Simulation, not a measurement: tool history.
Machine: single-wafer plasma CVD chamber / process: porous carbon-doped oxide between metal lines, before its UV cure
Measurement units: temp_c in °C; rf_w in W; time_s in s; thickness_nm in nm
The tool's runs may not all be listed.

Run 1, day 0.000: temp_c 275 °C, rf_w 645 W, time_s 50.3 s. Result: thickness_nm 345.98 nm.
Run 2, day 0.333: temp_c 277 °C, rf_w 645 W, time_s 50.3 s. Result: thickness_nm 341.59 nm.
Run 3, day 0.421: temp_c 277 °C, rf_w 645 W, time_s 50.3 s. Result: thickness_nm 341.15 nm.
Run 4, day 0.658: temp_c 277 °C, rf_w 645 W, time_s 50.3 s. Result: thickness_nm 342.15 nm.
Run 5, day 0.700: temp_c 277 °C, rf_w 605 W, time_s 50.3 s. Result: thickness_nm 319.99 nm.
Run 6, day 1.000: temp_c 278 °C, rf_w 605 W, time_s 50.3 s. Result: thickness_nm 318.13 nm.
Run 7, day 1.138: temp_c 278 °C, rf_w 605 W, time_s 50.3 s. Result: thickness_nm 318.85 nm.

Forecast run 8:
Run 8, day 1.200: temp_c 279 °C, rf_w 605 W, time_s 50.3 s. Result: thickness_nm ?.

For run 8 the tool returned thickness_nm 315.66 nm.
